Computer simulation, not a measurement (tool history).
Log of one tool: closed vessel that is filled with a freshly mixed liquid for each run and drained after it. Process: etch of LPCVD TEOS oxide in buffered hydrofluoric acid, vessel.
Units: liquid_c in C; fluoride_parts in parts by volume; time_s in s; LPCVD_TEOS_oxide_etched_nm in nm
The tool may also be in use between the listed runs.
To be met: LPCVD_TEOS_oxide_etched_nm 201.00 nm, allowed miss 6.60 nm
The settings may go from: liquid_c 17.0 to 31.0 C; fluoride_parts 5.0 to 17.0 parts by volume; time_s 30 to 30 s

Run 1, hour 0.0: liquid_c 23.0 C, fluoride_parts 10.5 parts by volume, time_s 30 s. Result: LPCVD_TEOS_oxide_etched_nm 124.46 nm.
Run 2, hour 6.4: liquid_c 25.0 C, fluoride_parts 10.5 parts by volume, time_s 30 s. Result: LPCVD_TEOS_oxide_etched_nm 139.28 nm.
Run 3, hour 9.8: liquid_c 26.5 C, fluoride_parts 10.5 parts by volume, time_s 30 s. Result: LPCVD_TEOS_oxide_etched_nm 154.78 nm.
Run 4, hour 17.7: liquid_c 26.5 C, fluoride_parts 12.5 parts by volume, time_s 30 s. Result: LPCVD_TEOS_oxide_etched_nm 129.15 nm.
Run 5, hour 20.5: liquid_c 27.5 C, fluoride_parts 12.0 parts by volume, time_s 30 s. Result: LPCVD_TEOS_oxide_etched_nm 140.79 nm.
Run 6, hour 23.9: liquid_c 28.5 C, fluoride_parts 11.5 parts by volume, time_s 30 s. Result: LPCVD_TEOS_oxide_etched_nm 155.57 nm.
Run 7, hour 25.8: liquid_c 29.0 C, fluoride_parts 11.0 parts by volume, time_s 30 s. Result: LPCVD_TEOS_oxide_etched_nm 164.82 nm.
Run 8, hour 30.3: liquid_c 31.0 C, fluoride_parts 9.5 parts by volume, time_s 30 s. Result: LPCVD_TEOS_oxide_etched_nm 210.48 nm.

Which of these 4 next moves meets every target?
Run A, hour 34.8: liquid_c 29.5 C, fluoride_parts 9.0 parts by volume, time_s 30 s. Result: LPCVD_TEOS_oxide_etched_nm ?.
Run B, hour 34.8: liquid_c 27.0 C, fluoride_parts 7.5 parts by volume, time_s 30 s. Result: LPCVD_TEOS_oxide_etched_nm ?.
Run C, hour 34.8: liquid_c 29.0 C, fluoride_parts 8.0 parts by volume, time_s 30 s. Result: LPCVD_TEOS_oxide_etched_nm ?.
Run D, hour 34.8: liquid_c 31.0 C, fluoride_parts 9.0 parts by volume, time_s 30 s. Result: LPCVD_TEOS_oxide_etched_nm ?.

move  LPCVD_TEOS_oxide_etched_nm
   A                      202.13
   B                      215.68
   C                      223.67
   D                      218.63
A: meets every target
B: further off than the last run
C: further off than the last run
D: further off than the last run
Answer: A
